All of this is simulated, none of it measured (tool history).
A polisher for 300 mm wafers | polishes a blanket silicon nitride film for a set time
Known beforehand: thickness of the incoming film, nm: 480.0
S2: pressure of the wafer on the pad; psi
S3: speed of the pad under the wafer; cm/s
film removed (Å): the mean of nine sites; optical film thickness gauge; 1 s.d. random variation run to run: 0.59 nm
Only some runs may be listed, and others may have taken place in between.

{"run": 1, "hour": 0.0, "flow of slurry (ml/min)": 170, "S2": 4.7, "S3": 132, "polishing time (s)": 35, "film removed (Å)": 1065.5}
{"run": 2, "hour": 1.0, "flow of slurry (ml/min)": 170, "S2": 4.7, "S3": 114, "polishing time (s)": 35, "film removed (Å)": 969.86}
{"run": 3, "hour": 7.7, "flow of slurry (ml/min)": 170, "S2": 4.6, "S3": 114, "polishing time (s)": 35, "film removed (Å)": 947.57}
{"run": 4, "hour": 15.6, "flow of slurry (ml/min)": 170, "S2": 4.6, "S3": 114, "polishing time (s)": 35, "film removed (Å)": 953.22}
{"run": 5, "hour": 17.6, "flow of slurry (ml/min)": 170, "S2": 5.2, "S3": 114, "polishing time (s)": 35, "film removed (Å)": 1088.3}
{"run": 6, "hour": 19.1, "flow of slurry (ml/min)": 190, "S2": 5.2, "S3": 114, "polishing time (s)": 35, "film removed (Å)": 1088.4}
{"run": 7, "hour": 19.7, "flow of slurry (ml/min)": 190, "S2": 5, "S3": 114, "polishing time (s)": 35, "film removed (Å)": 1035.5}
{"run": 8, "hour": 23.9, "flow of slurry (ml/min)": 190, "S2": 4.8, "S3": 114, "polishing time (s)": 35, "film removed (Å)": 993.84}

For run 9, what comes out?
{"run": 9, "hour": 25.1, "flow of slurry (ml/min)": 190, "S2": 4.6, "S3": 114, "polishing time (s)": 35, "film removed (Å)": "?"}

{"run 9": {"film removed (Å)": 950.18}}

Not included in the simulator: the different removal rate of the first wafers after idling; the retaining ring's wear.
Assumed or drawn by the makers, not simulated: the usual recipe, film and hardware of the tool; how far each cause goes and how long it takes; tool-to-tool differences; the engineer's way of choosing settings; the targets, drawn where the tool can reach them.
